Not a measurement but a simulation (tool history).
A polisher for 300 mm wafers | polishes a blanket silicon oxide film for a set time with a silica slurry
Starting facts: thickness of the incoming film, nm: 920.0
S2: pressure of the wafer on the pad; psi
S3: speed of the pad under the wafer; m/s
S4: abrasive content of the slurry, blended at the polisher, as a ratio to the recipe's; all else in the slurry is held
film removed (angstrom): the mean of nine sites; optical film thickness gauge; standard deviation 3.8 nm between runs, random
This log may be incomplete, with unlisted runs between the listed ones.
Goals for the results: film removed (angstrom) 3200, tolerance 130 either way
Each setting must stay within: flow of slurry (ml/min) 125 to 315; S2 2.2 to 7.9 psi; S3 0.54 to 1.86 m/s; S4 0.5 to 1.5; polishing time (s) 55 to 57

run 1 hour=0 | flow_of_slurry_(ml/min)=205 S2=5 S3=1.18 S4=1 polishing_time_(s)=55 | film_removed_(angstrom)=2625
run 2 hour=7.6 | flow_of_slurry_(ml/min)=205 S2=5.3 S3=1.18 S4=1 polishing_time_(s)=55 | film_removed_(angstrom)=2731.2
run 3 hour=12.5 | flow_of_slurry_(ml/min)=205 S2=5.5 S3=1.18 S4=1 polishing_time_(s)=55 | film_removed_(angstrom)=2859.3
run 4 hour=18.3 | flow_of_slurry_(ml/min)=205 S2=5.5 S3=1.18 S4=0.8 polishing_time_(s)=55 | film_removed_(angstrom)=2620.5
run 5 hour=24 | flow_of_slurry_(ml/min)=205 S2=5.8 S3=1.18 S4=0.8 polishing_time_(s)=55 | film_removed_(angstrom)=2713.5
run 6 hour=29.8 | flow_of_slurry_(ml/min)=205 S2=4.6 S3=1.18 S4=0.8 polishing_time_(s)=55 | film_removed_(angstrom)=2266.3
run 7 hour=36.9 | flow_of_slurry_(ml/min)=205 S2=5.2 S3=1.2 S4=0.8 polishing_time_(s)=55 | film_removed_(angstrom)=2503.3
run 8 hour=41.9 | flow_of_slurry_(ml/min)=205 S2=5.6 S3=1.2 S4=0.8 polishing_time_(s)=55 | film_removed_(angstrom)=2675.5
run 9 hour=49.6 | flow_of_slurry_(ml/min)=205 S2=5.9 S3=1.2 S4=0.8 polishing_time_(s)=55 | film_removed_(angstrom)=2843.5
run 10 hour=56.6 | flow_of_slurry_(ml/min)=205 S2=6.1 S3=1.2 S4=0.8 polishing_time_(s)=55 | film_removed_(angstrom)=2840.7
run 11 hour=63.9 | flow_of_slurry_(ml/min)=205 S2=6.3 S3=1.2 S4=0.8 polishing_time_(s)=55 | film_removed_(angstrom)=3029.1

Next run, 5 choices. One meets every target within its allowed miss, the rest don't. Which?
run A hour=71.2 | flow_of_slurry_(ml/min)=210 S2=5.9 S3=1.18 S4=0.75 polishing_time_(s)=57 | film_removed_(angstrom)=?
run B hour=71.2 | flow_of_slurry_(ml/min)=215 S2=6.6 S3=1.4 S4=0.75 polishing_time_(s)=57 | film_removed_(angstrom)=?
run C hour=71.2 | flow_of_slurry_(ml/min)=255 S2=6.3 S3=1.06 S4=1 polishing_time_(s)=57 | film_removed_(angstrom)=?
run D hour=71.2 | flow_of_slurry_(ml/min)=160 S2=6.1 S3=1.44 S4=0.65 polishing_time_(s)=56 | film_removed_(angstrom)=?
run E hour=71.2 | flow_of_slurry_(ml/min)=200 S2=6.9 S3=1.02 S4=0.85 polishing_time_(s)=55 | film_removed_(angstrom)=?

move=A film_removed_(angstrom)=2862.1
move=B film_removed_(angstrom)=3640.8
move=C film_removed_(angstrom)=3244
move=D film_removed_(angstrom)=3040.8
move=E film_removed_(angstrom)=2979.1
A: further off than the last run
B: carries the result that was furthest off beyond its target, to the other side
C: every result lands within tolerance
D: moves toward the targets from the last run without getting all of them in spec
E: further off than the last run
The right move is C.

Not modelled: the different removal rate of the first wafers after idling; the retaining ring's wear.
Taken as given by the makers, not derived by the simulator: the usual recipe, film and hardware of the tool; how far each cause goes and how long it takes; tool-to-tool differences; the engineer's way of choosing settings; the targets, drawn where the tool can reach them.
